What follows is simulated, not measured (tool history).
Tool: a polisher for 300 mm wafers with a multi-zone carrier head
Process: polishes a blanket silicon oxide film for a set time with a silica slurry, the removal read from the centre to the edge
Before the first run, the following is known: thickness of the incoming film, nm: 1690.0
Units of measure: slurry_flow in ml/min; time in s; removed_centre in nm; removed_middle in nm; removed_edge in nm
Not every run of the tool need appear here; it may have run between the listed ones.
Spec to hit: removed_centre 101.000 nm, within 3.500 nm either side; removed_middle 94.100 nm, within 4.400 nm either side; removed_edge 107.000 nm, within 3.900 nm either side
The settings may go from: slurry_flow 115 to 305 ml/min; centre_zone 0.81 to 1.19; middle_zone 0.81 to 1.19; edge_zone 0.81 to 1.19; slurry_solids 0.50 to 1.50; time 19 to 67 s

| run | day | slurry_flow | centre_zone | middle_zone | edge_zone | slurry_solids | time | removed_centre | removed_middle | removed_edge |
|---|---|---|---|---|---|---|---|---|---|---|
| 1 | 0.000 | 195 | 1.00 | 1.00 | 1.00 | 1.00 | 43 | 87.817 | 87.963 | 91.115 |
| 2 | 0.133 | 195 | 1.00 | 1.00 | 0.94 | 1.00 | 43 | 88.502 | 87.668 | 87.347 |
| 3 | 0.250 | 235 | 1.00 | 1.00 | 0.94 | 1.00 | 43 | 90.978 | 92.110 | 86.849 |
| 4 | 0.579 | 235 | 1.05 | 1.00 | 0.94 | 1.00 | 43 | 93.913 | 89.495 | 90.055 |
| 5 | 0.879 | 235 | 1.05 | 0.92 | 0.94 | 1.00 | 43 | 95.972 | 85.281 | 88.132 |
| 6 | 0.950 | 235 | 1.05 | 0.85 | 0.94 | 1.00 | 43 | 93.486 | 79.182 | 88.577 |
| 7 | 0.983 | 235 | 1.05 | 0.88 | 0.99 | 1.05 | 43 | 94.959 | 83.796 | 91.672 |
| 8 | 1.296 | 225 | 1.05 | 0.89 | 1.03 | 1.10 | 43 | 96.695 | 84.651 | 95.516 |
| 9 | 1.542 | 225 | 1.05 | 0.91 | 1.06 | 1.15 | 43 | 98.550 | 88.012 | 97.868 |
| 10 | 1.729 | 225 | 1.05 | 0.91 | 1.06 | 1.15 | 43 | 97.657 | 86.876 | 98.477 |
| 11 | 2.029 | 225 | 1.05 | 0.92 | 1.08 | 1.20 | 43 | 99.040 | 90.225 | 99.800 |
| 12 | 2.346 | 225 | 1.05 | 0.92 | 1.10 | 1.25 | 43 | 100.240 | 90.842 | 102.520 |
| 13 | 2.592 | 225 | 1.05 | 0.92 | 1.11 | 1.25 | 43 | 100.530 | 89.653 | 100.650 |

Consider the 4 candidate settings below. Which is the only one whose results all fall within their allowed miss of target?
| A | 2.838 | 265 | 1.04 | 0.81 | 1.05 | 1.20 | 47 | ? | ? | ? |
| B | 2.838 | 210 | 0.95 | 0.85 | 1.17 | 1.15 | 50 | ? | ? | ? |
| C | 2.838 | 190 | 1.06 | 0.81 | 1.19 | 1.25 | 47 | ? | ? | ? |
| D | 2.838 | 175 | 1.01 | 0.91 | 1.07 | 1.45 | 45 | ? | ? | ? |

| move | removed_centre | removed_middle | removed_edge |
|---|---|---|---|
| A | 108.500 | 87.224 | 107.660 |
| B | 101.900 | 93.561 | 117.780 |
| C | 108.360 | 85.708 | 113.630 |
| D | 102.170 | 93.425 | 106.600 |
A: brings the result that was furthest off to its target, and leaves another outside
B: takes the biggest miss from the last run beyond its target
C: takes the biggest miss from the last run beyond its target
D: meets every target
The move that meets every target is D.

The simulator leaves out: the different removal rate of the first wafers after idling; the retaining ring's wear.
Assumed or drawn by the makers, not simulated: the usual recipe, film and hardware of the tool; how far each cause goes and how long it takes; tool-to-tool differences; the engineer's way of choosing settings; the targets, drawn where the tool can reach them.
